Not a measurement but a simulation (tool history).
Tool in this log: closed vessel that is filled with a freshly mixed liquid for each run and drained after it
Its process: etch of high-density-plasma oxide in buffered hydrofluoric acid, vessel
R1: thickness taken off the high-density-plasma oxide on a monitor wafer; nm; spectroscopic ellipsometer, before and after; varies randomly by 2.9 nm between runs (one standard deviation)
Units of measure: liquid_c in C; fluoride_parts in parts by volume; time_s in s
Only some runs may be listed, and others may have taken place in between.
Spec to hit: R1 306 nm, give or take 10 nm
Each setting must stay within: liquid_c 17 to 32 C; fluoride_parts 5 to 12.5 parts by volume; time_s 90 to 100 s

run 1 hour=0 | liquid_c=25 fluoride_parts=7.5 time_s=90 | R1=155.26
run 2 hour=6.4 | liquid_c=27 fluoride_parts=6.5 time_s=90 | R1=201.43
run 3 hour=10.8 | liquid_c=27 fluoride_parts=8.5 time_s=90 | R1=150.44
run 4 hour=18.1 | liquid_c=25.5 fluoride_parts=8.5 time_s=90 | R1=140.06
run 5 hour=19.6 | liquid_c=25.5 fluoride_parts=10 time_s=90 | R1=123.02
run 6 hour=28.9 | liquid_c=28 fluoride_parts=10 time_s=90 | R1=141.57
run 7 hour=37.5 | liquid_c=29.5 fluoride_parts=8.5 time_s=90 | R1=175.15
run 8 hour=44 | liquid_c=30.5 fluoride_parts=7.5 time_s=90 | R1=208.37
run 9 hour=49.6 | liquid_c=32 fluoride_parts=5 time_s=90 | R1=325.85
run 10 hour=58.6 | liquid_c=31.5 fluoride_parts=5 time_s=90 | R1=316.35

Below are 4 possible settings for the next run. Only one of them brings all results inside the allowed miss of their targets. Which is it?
run A hour=67.6 | liquid_c=32 fluoride_parts=5 time_s=90 | R1=?
run B hour=67.6 | liquid_c=30 fluoride_parts=5 time_s=100 | R1=?
run C hour=67.6 | liquid_c=29 fluoride_parts=5 time_s=100 | R1=?
run D hour=67.6 | liquid_c=32 fluoride_parts=5 time_s=95 | R1=?

move=A R1=322.82
move=B R1=322.78
move=C R1=306.04
move=D R1=340.75
A: its largest miss is bigger than the last run's
B: its largest miss is bigger than the last run's
C: every result lands within tolerance
D: its largest miss is bigger than the last run's
The move that meets every target is C.
